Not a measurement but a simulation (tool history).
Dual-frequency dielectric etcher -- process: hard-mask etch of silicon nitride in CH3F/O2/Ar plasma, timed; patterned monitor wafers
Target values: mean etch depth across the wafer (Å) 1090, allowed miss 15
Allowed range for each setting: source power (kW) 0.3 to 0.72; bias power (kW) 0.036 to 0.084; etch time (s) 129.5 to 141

run,hour,source power (kW),bias power (kW),etch time (s),mean etch depth across the wafer (Å)
1,0,0.51,0.06,141,1012.1
2,6.2,0.51,0.053,141,948.03
3,7.5,0.56,0.053,141,978.78
4,14.3,0.56,0.062,141,1044.4
5,16.9,0.58,0.062,141,1061
6,21.3,0.59,0.062,141,1060.3
7,23.2,0.6,0.062,141,1060.5
8,25.9,0.61,0.062,141,1064.2

5 next moves are on the table. One of them brings every result within its allowed miss. Which?
A,28.6,0.6,0.073,138.5,?
B,28.6,0.66,0.064,141,?
C,28.6,0.72,0.053,141,?
D,28.6,0.6,0.066,133.5,?
E,28.6,0.72,0.065,134.5,?

move,mean etch depth across the wafer (Å)
A,1120
B,1108.1
C,1049.9
D,1033.5
E,1092.6
A: pushes the last run's worst result past its target
B: pushes the last run's worst result past its target
C: the biggest miss grows against the last run
D: the biggest miss grows against the last run
E: each result inside its tolerance
Correct choice: E, which meets every target

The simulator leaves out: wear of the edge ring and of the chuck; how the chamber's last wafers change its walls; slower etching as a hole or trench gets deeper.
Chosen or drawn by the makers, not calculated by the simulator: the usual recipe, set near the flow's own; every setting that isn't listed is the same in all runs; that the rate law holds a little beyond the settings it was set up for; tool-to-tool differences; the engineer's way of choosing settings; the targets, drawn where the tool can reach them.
